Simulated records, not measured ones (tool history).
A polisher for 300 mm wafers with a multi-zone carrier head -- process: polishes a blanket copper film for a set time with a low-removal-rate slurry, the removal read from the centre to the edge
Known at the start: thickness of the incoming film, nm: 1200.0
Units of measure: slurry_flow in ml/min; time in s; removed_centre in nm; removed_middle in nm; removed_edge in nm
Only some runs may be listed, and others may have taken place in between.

run	hour	slurry_flow	centre_zone	middle_zone	edge_zone	slurry_solids	time	removed_centre	removed_middle	removed_edge
1	0.0	190	1.00	1.00	1.00	1.00	58	123.62	123.94	124.25
2	3.7	205	1.00	1.00	1.00	1.00	58	124.54	124.56	123.11
3	10.3	205	1.00	1.00	1.00	0.90	58	123.78	121.15	122.22
4	13.3	215	1.03	1.02	1.01	0.95	58	129.07	124.67	124.92
5	20.6	195	1.03	1.02	1.01	0.95	58	125.74	124.85	123.54
6	26.3	195	1.03	1.02	0.98	0.95	58	125.71	122.38	120.34
7	33.4	210	1.05	1.04	0.99	0.95	58	130.22	125.10	123.37
8	34.0	210	1.05	1.04	0.99	0.95	58	130.61	129.27	122.71
9	36.7	225	1.06	1.04	1.00	0.95	58	132.92	129.39	125.07
10	42.2	235	1.08	1.04	1.00	0.95	58	135.47	131.07	124.95
11	47.3	245	1.10	1.04	1.01	0.95	58	140.06	130.54	125.30
12	47.9	250	1.11	1.05	1.02	0.95	58	139.79	134.46	126.48

What does the tool deliver on the next run?
13	51.6	250	1.11	1.05	1.02	0.95	58	?	?	?

{"run 13": {"removed_centre": 141.27, "removed_middle": 131.74, "removed_edge": 125.64}}

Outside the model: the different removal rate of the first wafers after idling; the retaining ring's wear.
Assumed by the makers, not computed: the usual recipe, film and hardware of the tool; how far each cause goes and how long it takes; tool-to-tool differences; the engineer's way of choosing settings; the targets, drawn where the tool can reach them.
